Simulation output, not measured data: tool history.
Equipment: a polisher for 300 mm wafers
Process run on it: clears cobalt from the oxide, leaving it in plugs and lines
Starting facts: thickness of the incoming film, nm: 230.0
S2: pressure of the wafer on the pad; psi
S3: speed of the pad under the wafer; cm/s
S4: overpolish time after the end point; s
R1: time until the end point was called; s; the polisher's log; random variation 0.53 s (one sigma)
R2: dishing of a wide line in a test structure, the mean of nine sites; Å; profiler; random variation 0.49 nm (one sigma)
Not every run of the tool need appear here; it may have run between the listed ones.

run 1 hour=0 | flow_of_slurry_(ml/min)=250 S2=2 S3=82 S4=17 | R1=61.778 R2=386.7
run 2 hour=8.1 | flow_of_slurry_(ml/min)=250 S2=2.2 S3=82 S4=16 | R1=56.66 R2=392.42
run 3 hour=10.8 | flow_of_slurry_(ml/min)=215 S2=2.2 S3=82 S4=16 | R1=56.856 R2=392.28
run 4 hour=16.6 | flow_of_slurry_(ml/min)=215 S2=2.4 S3=82 S4=15 | R1=53.624 R2=395.43
run 5 hour=22 | flow_of_slurry_(ml/min)=215 S2=2.4 S3=82 S4=11 | R1=54.425 R2=331.02
run 6 hour=25.9 | flow_of_slurry_(ml/min)=215 S2=2.4 S3=82 S4=16 | R1=53.626 R2=413.08

Predict the results of run 7:
run 7 hour=32.7 | flow_of_slurry_(ml/min)=220 S2=2.6 S3=84 S4=15 | R1=? R2=?

Run 7 gave R1 49.428 s, R2 418.22 Å.
